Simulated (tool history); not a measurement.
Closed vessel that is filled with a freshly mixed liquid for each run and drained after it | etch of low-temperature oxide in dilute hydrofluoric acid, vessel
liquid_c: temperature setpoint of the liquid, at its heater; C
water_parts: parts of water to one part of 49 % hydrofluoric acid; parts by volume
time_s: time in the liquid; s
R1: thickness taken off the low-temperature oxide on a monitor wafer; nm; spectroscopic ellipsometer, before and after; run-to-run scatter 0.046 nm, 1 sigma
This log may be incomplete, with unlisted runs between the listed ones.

Run 1, day 0.000: liquid_c 21.0 C, water_parts 110 parts by volume, time_s 30 s. Result: R1 4.1036 nm.
Run 2, day 0.158: liquid_c 21.0 C, water_parts 110 parts by volume, time_s 30 s. Result: R1 4.0763 nm.
Run 3, day 0.392: liquid_c 21.5 C, water_parts 110 parts by volume, time_s 30 s. Result: R1 4.1693 nm.
Run 4, day 0.462: liquid_c 22.0 C, water_parts 110 parts by volume, time_s 30 s. Result: R1 4.2320 nm.
Run 5, day 0.592: liquid_c 22.5 C, water_parts 110 parts by volume, time_s 30 s. Result: R1 4.3910 nm.
Run 6, day 0.788: liquid_c 23.0 C, water_parts 110 parts by volume, time_s 30 s. Result: R1 4.4108 nm.
Run 7, day 1.121: liquid_c 23.5 C, water_parts 110 parts by volume, time_s 30 s. Result: R1 4.4784 nm.
Run 8, day 1.504: liquid_c 24.0 C, water_parts 110 parts by volume, time_s 30 s. Result: R1 4.6047 nm.

Run 9 has not been measured yet. What should we expect?
Run 9, day 1.833: liquid_c 24.5 C, water_parts 110 parts by volume, time_s 30 s. Result: R1 ?.

R1: 4.5915 nm

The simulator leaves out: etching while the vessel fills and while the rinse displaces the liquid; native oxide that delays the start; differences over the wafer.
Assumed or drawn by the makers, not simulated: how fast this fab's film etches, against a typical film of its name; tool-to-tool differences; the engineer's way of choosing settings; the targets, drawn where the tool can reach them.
